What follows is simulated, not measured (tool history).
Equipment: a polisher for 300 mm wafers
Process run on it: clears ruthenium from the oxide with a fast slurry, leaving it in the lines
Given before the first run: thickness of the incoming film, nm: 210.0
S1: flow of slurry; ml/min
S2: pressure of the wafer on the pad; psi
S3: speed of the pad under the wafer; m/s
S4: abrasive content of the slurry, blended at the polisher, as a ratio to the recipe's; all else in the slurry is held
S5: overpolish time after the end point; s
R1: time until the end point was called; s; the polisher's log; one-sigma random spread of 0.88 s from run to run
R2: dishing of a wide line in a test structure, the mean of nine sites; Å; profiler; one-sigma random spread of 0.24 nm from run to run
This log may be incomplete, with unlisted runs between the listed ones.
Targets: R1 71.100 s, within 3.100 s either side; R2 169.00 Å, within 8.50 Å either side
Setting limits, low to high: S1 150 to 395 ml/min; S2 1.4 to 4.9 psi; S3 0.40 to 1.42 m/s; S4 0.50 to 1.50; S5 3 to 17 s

run	day	S1	S2	S3	S4	S5	R1	R2
1	0.000	250	3.1	0.90	1.00	9	41.399	269.23
2	0.242	250	2.7	0.90	1.00	9	46.998	243.10
3	0.325	250	2.4	0.90	1.00	9	53.646	229.33
4	0.379	250	2.4	0.90	0.80	9	65.910	201.94
5	0.725	250	2.4	0.90	0.80	12	62.656	247.26
6	1.075	250	2.4	0.90	0.90	12	59.589	269.53
7	1.108	250	2.3	0.90	0.90	11	60.002	243.06
8	1.442	250	2.2	0.90	0.90	10	63.084	223.64
9	1.712	250	2.1	0.90	0.90	9	65.747	200.15

5 candidate next runs follow, results not yet known. Just one meets every target within its allowed miss. Identify it.
A	1.983	280	2.1	0.90	0.80	10	?	?
B	1.983	290	2.4	0.68	0.85	8	?	?
C	1.983	155	2.8	0.76	0.80	12	?	?
D	1.983	180	2.4	0.92	0.85	10	?	?
E	1.983	260	2.2	0.96	0.95	10	?	?

move	R1	R2
A	71.651	204.23
B	69.740	175.19
C	65.424	249.34
D	62.547	226.05
E	57.641	239.76
A: its largest miss is bigger than the last run's
B: every result within its allowed miss
C: its largest miss is bigger than the last run's
D: its largest miss is bigger than the last run's
E: its largest miss is bigger than the last run's
Move B is the one to make.
